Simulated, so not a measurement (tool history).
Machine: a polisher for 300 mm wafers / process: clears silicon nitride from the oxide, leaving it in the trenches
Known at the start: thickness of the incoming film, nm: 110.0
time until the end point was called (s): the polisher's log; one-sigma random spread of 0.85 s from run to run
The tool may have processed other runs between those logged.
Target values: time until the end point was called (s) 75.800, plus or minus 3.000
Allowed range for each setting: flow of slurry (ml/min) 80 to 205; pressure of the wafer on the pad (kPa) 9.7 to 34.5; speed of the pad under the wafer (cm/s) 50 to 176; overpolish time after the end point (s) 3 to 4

| run | hour | flow of slurry (ml/min) | pressure of the wafer on the pad (kPa) | speed of the pad under the wafer (cm/s) | overpolish time after the end point (s) | time until the end point was called (s) |
|---|---|---|---|---|---|---|
| 1 | 0.0 | 135 | 22.1 | 112 | 4 | 109.300 |
| 2 | 7.0 | 140 | 24.1 | 112 | 4 | 103.690 |
| 3 | 14.5 | 140 | 26.2 | 112 | 4 | 99.196 |
| 4 | 19.9 | 160 | 26.2 | 112 | 4 | 94.448 |
| 5 | 25.4 | 150 | 26.2 | 112 | 4 | 95.799 |
| 6 | 30.0 | 155 | 27.6 | 112 | 4 | 91.720 |
| 7 | 33.2 | 160 | 29.0 | 112 | 4 | 88.525 |
| 8 | 41.2 | 160 | 30.3 | 112 | 4 | 84.197 |

Which one of the following 4 next-run settings gets every result inside its allowed miss? There is exactly one.
| A | 49.2 | 205 | 28.3 | 130 | 4 | ? |
| B | 49.2 | 155 | 29.0 | 144 | 4 | ? |
| C | 49.2 | 175 | 33.1 | 126 | 4 | ? |
| D | 49.2 | 175 | 32.4 | 132 | 4 | ? |

| move | time until the end point was called (s) |
|---|---|
| A | 74.250 |
| B | 69.849 |
| C | 68.308 |
| D | 66.935 |
A: each result inside its tolerance
B: carries the result that was furthest off beyond its target, to the other side
C: carries the result that was furthest off beyond its target, to the other side
D: carries the result that was furthest off beyond its target, to the other side
Correct choice: A, which meets every target

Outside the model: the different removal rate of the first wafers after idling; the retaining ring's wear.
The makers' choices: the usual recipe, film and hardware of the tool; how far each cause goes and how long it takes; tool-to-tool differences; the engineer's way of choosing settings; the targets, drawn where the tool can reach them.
